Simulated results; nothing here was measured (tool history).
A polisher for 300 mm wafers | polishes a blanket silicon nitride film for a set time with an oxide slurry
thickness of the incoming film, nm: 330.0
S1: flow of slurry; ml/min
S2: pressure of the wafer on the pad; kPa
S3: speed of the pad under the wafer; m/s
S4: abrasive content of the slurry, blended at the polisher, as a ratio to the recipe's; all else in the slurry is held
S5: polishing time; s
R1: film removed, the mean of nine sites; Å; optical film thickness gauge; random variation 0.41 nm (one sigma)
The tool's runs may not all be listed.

run  hour   S1    S2    S3   S4   S5      R1
  1   0.0  140  22.1  0.88  1.0  102  433.07
  2   4.4  140  22.1  1.06  1.0  102  490.61
  3  12.8  140  20.7  1.06  1.0  102  465.18
  4  16.4  140  19.3  1.06  1.0  102  438.19
  5  22.3  140  17.9  1.06  1.0  102  413.11
  6  24.2  140  17.2  1.06  1.0  102  397.64
  7  27.5  140  16.5  1.06  1.0  102  383.89
  8  35.7  140  15.9  1.06  1.0  102  369.32

The next listed run, before its measurement:
  9  44.3  140  15.2  1.06  1.0  102   ?

R1: 360.22 Å

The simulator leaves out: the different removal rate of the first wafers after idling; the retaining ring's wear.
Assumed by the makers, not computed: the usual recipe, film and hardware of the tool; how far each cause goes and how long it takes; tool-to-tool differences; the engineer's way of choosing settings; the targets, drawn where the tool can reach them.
